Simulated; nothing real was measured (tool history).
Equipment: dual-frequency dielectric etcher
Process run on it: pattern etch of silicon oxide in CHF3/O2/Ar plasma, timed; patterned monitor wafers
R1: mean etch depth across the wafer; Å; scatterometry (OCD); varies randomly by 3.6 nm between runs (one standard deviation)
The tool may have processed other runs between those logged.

Run 1, hour 0.0: source power (kW) 0.710, bias power (kW) 0.237, etch time (s) 289. Result: R1 6473.8 Å.
Run 2, hour 5.8: source power (kW) 0.680, bias power (kW) 0.235, etch time (s) 289. Result: R1 6416.7 Å.
Run 3, hour 8.9: source power (kW) 0.620, bias power (kW) 0.235, etch time (s) 289. Result: R1 6073.3 Å.
Run 4, hour 12.7: source power (kW) 0.610, bias power (kW) 0.234, etch time (s) 289. Result: R1 6104.6 Å.
Run 5, hour 15.9: source power (kW) 0.590, bias power (kW) 0.233, etch time (s) 289. Result: R1 6015.2 Å.
Run 6, hour 23.3: source power (kW) 0.580, bias power (kW) 0.232, etch time (s) 289. Result: R1 5985.4 Å.

The next listed run, before its measurement:
Run 7, hour 26.6: source power (kW) 0.570, bias power (kW) 0.231, etch time (s) 289. Result: R1 ?.

Run 7 came out at R1 5872.3 Å.

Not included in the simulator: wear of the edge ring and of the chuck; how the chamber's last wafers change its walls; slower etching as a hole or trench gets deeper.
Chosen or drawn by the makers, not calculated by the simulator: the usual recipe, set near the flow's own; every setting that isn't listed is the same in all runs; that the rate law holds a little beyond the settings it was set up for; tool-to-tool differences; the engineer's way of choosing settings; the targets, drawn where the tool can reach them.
